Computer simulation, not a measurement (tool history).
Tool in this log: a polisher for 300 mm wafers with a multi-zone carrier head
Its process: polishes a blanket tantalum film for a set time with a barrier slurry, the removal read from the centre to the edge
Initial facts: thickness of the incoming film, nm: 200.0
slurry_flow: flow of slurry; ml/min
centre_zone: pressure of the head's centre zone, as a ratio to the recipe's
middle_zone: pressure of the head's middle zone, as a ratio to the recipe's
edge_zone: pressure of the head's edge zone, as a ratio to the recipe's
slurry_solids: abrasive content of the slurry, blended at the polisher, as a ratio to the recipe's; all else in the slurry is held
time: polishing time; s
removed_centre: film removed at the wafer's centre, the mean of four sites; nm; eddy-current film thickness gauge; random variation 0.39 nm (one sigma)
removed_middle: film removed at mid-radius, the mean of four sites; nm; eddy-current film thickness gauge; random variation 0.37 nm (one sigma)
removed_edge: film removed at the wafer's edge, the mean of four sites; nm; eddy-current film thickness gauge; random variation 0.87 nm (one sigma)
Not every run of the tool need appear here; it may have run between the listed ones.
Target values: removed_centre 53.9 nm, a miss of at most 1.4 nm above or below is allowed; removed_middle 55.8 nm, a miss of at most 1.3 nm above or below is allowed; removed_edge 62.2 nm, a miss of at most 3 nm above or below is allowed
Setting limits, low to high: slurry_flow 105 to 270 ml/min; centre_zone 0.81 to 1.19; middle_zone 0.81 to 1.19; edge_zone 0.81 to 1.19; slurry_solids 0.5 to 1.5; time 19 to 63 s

run  hour  slurry_flow  centre_zone  middle_zone  edge_zone  slurry_solids  time  removed_centre  removed_middle  removed_edge
  1     0          175            1            1          1              1    41          73.568           72.21        71.652
  2   8.6          175         0.96            1          1              1    41          69.802          72.506        71.695
  3  14.8          160         0.92         0.94       0.97           0.95    41          64.124          67.104        68.919
  4    16          150          0.9          0.9       0.95            0.9    41          62.008          62.315        66.556
  5  21.8          150          0.9          0.9          1            0.9    41           61.94          63.552        67.989
  6  27.1          140         0.88         0.88       0.98           0.85    41          58.394          59.791        64.434
  7  27.9          105         0.84         0.85       0.99           0.85    41          52.264          54.589        62.692
  8  32.2          110         0.84         0.85       0.98           0.85    41          52.319          55.036        63.092

Of the 5 settings listed for the next run, only one would bring every result within its allowed miss of target. Which one?
  A  36.5          165         0.98         0.97          1           0.95    33               ?               ?             ?
  B  36.5          115         0.81         0.86          1            0.8    41               ?               ?             ?
  C  36.5          105          0.9          0.9       1.02            1.1    37               ?               ?             ?
  D  36.5          125         0.98          0.9       1.04           0.85    38               ?               ?             ?
  E  36.5          105         0.81         0.88       0.98           0.85    41               ?               ?             ?

move  removed_centre  removed_middle  removed_edge
   A          56.222          55.647        56.172
   B          50.252          55.141        62.853
   C           54.25          55.705        62.086
   D          58.853          55.119        61.206
   E          50.027          56.115        62.641
A: the result that was furthest off in the last run now lies on the other side of its target
B: its largest miss is bigger than the last run's
C: all results land within tolerance of their targets
D: the result that was furthest off in the last run now lies on the other side of its target
E: its largest miss is bigger than the last run's
Move C is the one to make.
